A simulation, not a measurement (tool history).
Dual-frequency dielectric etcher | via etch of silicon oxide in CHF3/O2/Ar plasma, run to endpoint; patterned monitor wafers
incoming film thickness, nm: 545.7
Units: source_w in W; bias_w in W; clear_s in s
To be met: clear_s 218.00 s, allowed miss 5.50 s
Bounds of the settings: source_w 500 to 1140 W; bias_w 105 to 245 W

run 1 hour=0.0 | source_w=820 bias_w=175 | clear_s=243.89
run 2 hour=8.2 | source_w=920 bias_w=175 | clear_s=236.91
run 3 hour=12.6 | source_w=990 bias_w=175 | clear_s=231.97
run 4 hour=14.7 | source_w=990 bias_w=194 | clear_s=227.69
run 5 hour=18.7 | source_w=990 bias_w=171 | clear_s=232.48
run 6 hour=26.9 | source_w=1050 bias_w=171 | clear_s=229.41
run 7 hour=32.7 | source_w=1070 bias_w=175 | clear_s=225.51
run 8 hour=38.8 | source_w=1080 bias_w=177 | clear_s=223.64
run 9 hour=45.9 | source_w=1090 bias_w=178 | clear_s=223.95

5 next moves are on the table. One of them brings every result within its allowed miss. Which?
run A hour=53.0 | source_w=1120 bias_w=194 | clear_s=?
run B hour=53.0 | source_w=1010 bias_w=161 | clear_s=?
run C hour=53.0 | source_w=1010 bias_w=171 | clear_s=?
run D hour=53.0 | source_w=990 bias_w=183 | clear_s=?
run E hour=53.0 | source_w=1010 bias_w=156 | clear_s=?

move=A clear_s=218.87
move=B clear_s=233.20
move=C clear_s=231.02
move=D clear_s=229.95
move=E clear_s=234.32
A: meets every target
B: further off than the last run
C: further off than the last run
D: further off than the last run
E: further off than the last run
The right move is A.
